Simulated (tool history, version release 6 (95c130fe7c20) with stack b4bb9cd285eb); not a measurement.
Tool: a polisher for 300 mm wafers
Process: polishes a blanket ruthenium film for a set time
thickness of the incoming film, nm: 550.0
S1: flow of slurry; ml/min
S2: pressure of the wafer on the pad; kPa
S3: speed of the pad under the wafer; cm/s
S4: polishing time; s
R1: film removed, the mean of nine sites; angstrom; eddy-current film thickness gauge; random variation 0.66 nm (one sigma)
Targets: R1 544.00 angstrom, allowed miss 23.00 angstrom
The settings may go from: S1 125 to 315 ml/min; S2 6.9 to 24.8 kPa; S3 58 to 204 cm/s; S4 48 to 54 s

| run | hour | S1 | S2 | S3 | S4 | R1 |
|---|---|---|---|---|---|---|
| 1 | 0.0 | 205 | 15.9 | 130 | 54 | 713.73 |
| 2 | 8.7 | 205 | 15.9 | 130 | 54 | 696.63 |
| 3 | 15.0 | 255 | 15.9 | 130 | 54 | 729.90 |
| 4 | 18.3 | 230 | 15.9 | 130 | 54 | 719.60 |
| 5 | 22.7 | 230 | 15.2 | 130 | 54 | 680.48 |
| 6 | 26.7 | 230 | 15.2 | 152 | 54 | 798.45 |
| 7 | 34.4 | 230 | 14.5 | 152 | 54 | 766.22 |
| 8 | 40.4 | 230 | 13.8 | 152 | 54 | 745.87 |

Which of these 5 next moves meets every target?
| A | 46.4 | 240 | 12.4 | 142 | 49 | ? |
| B | 46.4 | 230 | 12.4 | 108 | 54 | ? |
| C | 46.4 | 255 | 12.4 | 148 | 48 | ? |
| D | 46.4 | 220 | 14.5 | 138 | 48 | ? |
| E | 46.4 | 255 | 10.3 | 140 | 54 | ? |

| move | R1 |
|---|---|
| A | 581.77 |
| B | 489.32 |
| C | 597.46 |
| D | 624.80 |
| E | 547.94 |
A: nearer than the last run, and not there yet
B: takes the result that was furthest off past its target
C: nearer than the last run, and not there yet
D: nearer than the last run, and not there yet
E: meets every target
Move E is the one to make.
